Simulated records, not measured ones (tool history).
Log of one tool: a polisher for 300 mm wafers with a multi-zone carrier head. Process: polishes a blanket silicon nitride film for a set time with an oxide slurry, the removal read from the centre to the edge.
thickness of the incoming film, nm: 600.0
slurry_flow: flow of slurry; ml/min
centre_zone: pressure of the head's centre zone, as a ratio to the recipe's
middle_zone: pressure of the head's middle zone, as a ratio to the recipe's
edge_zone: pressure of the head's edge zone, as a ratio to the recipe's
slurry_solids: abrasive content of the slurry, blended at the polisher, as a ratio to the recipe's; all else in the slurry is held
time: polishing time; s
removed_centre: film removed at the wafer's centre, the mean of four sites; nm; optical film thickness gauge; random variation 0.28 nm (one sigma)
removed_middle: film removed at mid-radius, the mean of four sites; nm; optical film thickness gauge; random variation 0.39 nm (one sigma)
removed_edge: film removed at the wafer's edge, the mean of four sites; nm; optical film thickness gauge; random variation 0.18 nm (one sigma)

{"run": 1, "hour": 0.0, "slurry_flow": 230, "centre_zone": 1.0, "middle_zone": 1.0, "edge_zone": 1.0, "slurry_solids": 1.0, "time": 43, "removed_centre": 18.951, "removed_middle": 19.681, "removed_edge": 19.269}
{"run": 2, "hour": 5.3, "slurry_flow": 230, "centre_zone": 1.0, "middle_zone": 1.0, "edge_zone": 1.0, "slurry_solids": 0.9, "time": 43, "removed_centre": 17.375, "removed_middle": 18.41, "removed_edge": 18.021}
{"run": 3, "hour": 7.9, "slurry_flow": 230, "centre_zone": 1.0, "middle_zone": 1.0, "edge_zone": 1.06, "slurry_solids": 0.9, "time": 43, "removed_centre": 17.79, "removed_middle": 18.375, "removed_edge": 18.257}
{"run": 4, "hour": 16.5, "slurry_flow": 235, "centre_zone": 1.02, "middle_zone": 1.0, "edge_zone": 1.07, "slurry_solids": 1.0, "time": 44, "removed_centre": 19.628, "removed_middle": 19.751, "removed_edge": 20.04}
{"run": 5, "hour": 18.7, "slurry_flow": 245, "centre_zone": 1.05, "middle_zone": 1.01, "edge_zone": 1.08, "slurry_solids": 1.1, "time": 44, "removed_centre": 21.776, "removed_middle": 20.742, "removed_edge": 21.377}
{"run": 6, "hour": 27.0, "slurry_flow": 245, "centre_zone": 1.05, "middle_zone": 1.01, "edge_zone": 1.08, "slurry_solids": 1.1, "time": 48, "removed_centre": 23.431, "removed_middle": 23.251, "removed_edge": 23.243}
{"run": 7, "hour": 33.4, "slurry_flow": 255, "centre_zone": 1.07, "middle_zone": 1.01, "edge_zone": 1.09, "slurry_solids": 1.15, "time": 48, "removed_centre": 24.894, "removed_middle": 23.863, "removed_edge": 23.849}
{"run": 8, "hour": 36.3, "slurry_flow": 255, "centre_zone": 1.08, "middle_zone": 1.01, "edge_zone": 1.1, "slurry_solids": 1.2, "time": 48, "removed_centre": 25.626, "removed_middle": 24.255, "removed_edge": 24.787}
{"run": 9, "hour": 44.2, "slurry_flow": 260, "centre_zone": 1.1, "middle_zone": 1.02, "edge_zone": 1.11, "slurry_solids": 1.25, "time": 48, "removed_centre": 26.341, "removed_middle": 25.264, "removed_edge": 25.095}

Run 10 comes next. What will it give?
{"run": 10, "hour": 48.9, "slurry_flow": 270, "centre_zone": 1.11, "middle_zone": 1.01, "edge_zone": 1.12, "slurry_solids": 1.3, "time": 48, "removed_centre": "?", "removed_middle": "?", "removed_edge": "?"}

removed_centre: 27.313 nm
removed_middle: 25.991 nm
removed_edge: 25.962 nm

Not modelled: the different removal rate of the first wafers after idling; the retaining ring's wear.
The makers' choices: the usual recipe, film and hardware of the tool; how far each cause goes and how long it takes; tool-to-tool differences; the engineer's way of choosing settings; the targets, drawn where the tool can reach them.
